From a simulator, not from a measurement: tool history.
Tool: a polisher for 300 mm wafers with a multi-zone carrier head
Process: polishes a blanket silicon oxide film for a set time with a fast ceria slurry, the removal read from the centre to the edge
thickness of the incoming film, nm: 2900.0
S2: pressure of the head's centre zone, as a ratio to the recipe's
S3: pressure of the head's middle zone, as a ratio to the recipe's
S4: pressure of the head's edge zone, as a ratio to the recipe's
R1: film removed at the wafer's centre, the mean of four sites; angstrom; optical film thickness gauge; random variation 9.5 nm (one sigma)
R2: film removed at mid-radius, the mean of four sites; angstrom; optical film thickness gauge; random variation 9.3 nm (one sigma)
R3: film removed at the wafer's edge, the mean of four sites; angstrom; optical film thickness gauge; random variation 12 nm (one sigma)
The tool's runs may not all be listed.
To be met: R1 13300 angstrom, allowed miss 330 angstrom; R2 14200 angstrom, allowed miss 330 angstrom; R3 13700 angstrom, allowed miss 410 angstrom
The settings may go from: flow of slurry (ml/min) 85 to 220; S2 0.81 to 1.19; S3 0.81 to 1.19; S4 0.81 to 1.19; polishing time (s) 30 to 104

Run 1, day 0: flow of slurry (ml/min) 140, S2 1, S3 1, S4 1, polishing time (s) 67. Result: R1 9155.6 angstrom, R2 9286.5 angstrom, R3 9379.7 angstrom.
Run 2, day 0.158: flow of slurry (ml/min) 155, S2 1.02, S3 1.04, S4 1.06, polishing time (s) 72. Result: R1 10495 angstrom, R2 10318 angstrom, R3 10372 angstrom.
Run 3, day 0.446: flow of slurry (ml/min) 165, S2 1, S3 1.07, S4 1.09, polishing time (s) 77. Result: R1 11272 angstrom, R2 11489 angstrom, R3 11345 angstrom.
Run 4, day 0.788: flow of slurry (ml/min) 170, S2 0.99, S3 1.09, S4 1.11, polishing time (s) 80. Result: R1 11483 angstrom, R2 12363 angstrom, R3 11856 angstrom.
Run 5, day 0.988: flow of slurry (ml/min) 170, S2 0.99, S3 1.09, S4 1.11, polishing time (s) 87. Result: R1 12465 angstrom, R2 13152 angstrom, R3 12965 angstrom.
Run 6, day 1.167: flow of slurry (ml/min) 200, S2 0.99, S3 1.09, S4 1.11, polishing time (s) 87. Result: R1 12665 angstrom, R2 13541 angstrom, R3 12967 angstrom.
Run 7, day 1.292: flow of slurry (ml/min) 195, S2 1, S3 1.1, S4 1.13, polishing time (s) 88. Result: R1 13039 angstrom, R2 13891 angstrom, R3 13241 angstrom.
Run 8, day 1.662: flow of slurry (ml/min) 195, S2 1, S3 1.1, S4 1.13, polishing time (s) 88. Result: R1 13081 angstrom, R2 13765 angstrom, R3 13459 angstrom.

5 next moves are on the table. One of them brings every result within its allowed miss. Which?
Run A, day 2.033: flow of slurry (ml/min) 185, S2 0.96, S3 1.06, S4 1.04, polishing time (s) 94. Result: R1 ?, R2 ?, R3 ?.
Run B, day 2.033: flow of slurry (ml/min) 190, S2 1, S3 1.14, S4 1.14, polishing time (s) 83. Result: R1 ?, R2 ?, R3 ?.
Run C, day 2.033: flow of slurry (ml/min) 190, S2 1.01, S3 1.08, S4 1.16, polishing time (s) 89. Result: R1 ?, R2 ?, R3 ?.
Run D, day 2.033: flow of slurry (ml/min) 180, S2 1.01, S3 1.16, S4 1.12, polishing time (s) 85. Result: R1 ?, R2 ?, R3 ?.
Run E, day 2.033: flow of slurry (ml/min) 195, S2 1, S3 1.05, S4 1.12, polishing time (s) 90. Result: R1 ?, R2 ?, R3 ?.

move     R1     R2     R3
   A  13422  14255  13528
   B  12387  13406  12537
   C  13403  13756  13575
   D  12682  13803  12637
   E  13484  13654  13527
A: meets every target
B: further off than the last run
C: as far off as the last run
D: further off than the last run
E: further off than the last run
Answer: A
